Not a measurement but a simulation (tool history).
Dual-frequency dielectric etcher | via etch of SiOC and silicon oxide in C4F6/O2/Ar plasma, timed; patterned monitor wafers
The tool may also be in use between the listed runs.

| run | hour | source power (W) | bias power (W) | etch time (s) | mean etch depth across the wafer (angstrom) |
|---|---|---|---|---|---|
| 1 | 0.0 | 370 | 181 | 66 | 695.05 |
| 2 | 5.8 | 370 | 207 | 66 | 734.85 |
| 3 | 13.0 | 340 | 199 | 66 | 700.47 |
| 4 | 19.8 | 340 | 180 | 66 | 670.44 |
| 5 | 23.7 | 320 | 178 | 66 | 645.26 |
| 6 | 32.3 | 320 | 178 | 69 | 674.47 |
| 7 | 41.1 | 300 | 177 | 69 | 660.59 |
| 8 | 42.6 | 290 | 176 | 69 | 645.35 |

Predict the results of run 9:
| 9 | 44.9 | 280 | 175 | 69 | ? |

Run 9 measured mean etch depth across the wafer (angstrom) 626.08.

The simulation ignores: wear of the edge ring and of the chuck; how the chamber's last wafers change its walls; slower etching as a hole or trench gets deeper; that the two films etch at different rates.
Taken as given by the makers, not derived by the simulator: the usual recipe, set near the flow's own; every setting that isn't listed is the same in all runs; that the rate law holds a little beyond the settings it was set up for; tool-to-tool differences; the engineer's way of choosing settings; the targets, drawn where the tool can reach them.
